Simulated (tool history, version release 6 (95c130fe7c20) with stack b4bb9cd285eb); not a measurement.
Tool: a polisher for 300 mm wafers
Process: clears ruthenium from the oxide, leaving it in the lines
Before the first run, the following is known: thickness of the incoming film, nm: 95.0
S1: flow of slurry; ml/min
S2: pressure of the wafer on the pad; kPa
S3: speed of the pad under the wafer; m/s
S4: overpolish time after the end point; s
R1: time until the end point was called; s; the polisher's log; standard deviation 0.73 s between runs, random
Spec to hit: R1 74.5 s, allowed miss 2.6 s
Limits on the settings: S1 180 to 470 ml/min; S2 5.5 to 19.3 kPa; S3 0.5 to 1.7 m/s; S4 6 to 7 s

| run | hour | S1 | S2 | S3 | S4 | R1 |
|---|---|---|---|---|---|---|
| 1 | 0 | 300 | 12.4 | 1.1 | 7 | 98.412 |
| 2 | 2.3 | 300 | 12.4 | 1.2 | 7 | 91.4 |
| 3 | 11.1 | 300 | 12.4 | 1.2 | 7 | 91.381 |
| 4 | 18.4 | 375 | 12.4 | 1.2 | 7 | 89.097 |
| 5 | 21 | 375 | 12.4 | 1.2 | 7 | 91.164 |
| 6 | 22.8 | 375 | 13.1 | 1.2 | 7 | 85.746 |
| 7 | 31.6 | 375 | 13.8 | 1.2 | 7 | 84.104 |
| 8 | 32.3 | 375 | 14.5 | 1.2 | 7 | 78.966 |

Which one of the following 5 next-run settings gets every result inside its allowed miss? There is exactly one.
| A | 33 | 445 | 13.8 | 1.54 | 6 | ? |
| B | 33 | 440 | 17.9 | 1.12 | 7 | ? |
| C | 33 | 415 | 17.2 | 1.22 | 6 | ? |
| D | 33 | 435 | 15.2 | 1.08 | 7 | ? |
| E | 33 | 360 | 13.8 | 1.36 | 7 | ? |

| move | R1 |
|---|---|
| A | 67.053 |
| B | 69.041 |
| C | 67.173 |
| D | 81.66 |
| E | 75.112 |
A: pushes the last run's worst result past its target
B: pushes the last run's worst result past its target
C: pushes the last run's worst result past its target
D: its largest miss is bigger than the last run's
E: in spec on every target
Move E is the one to make.
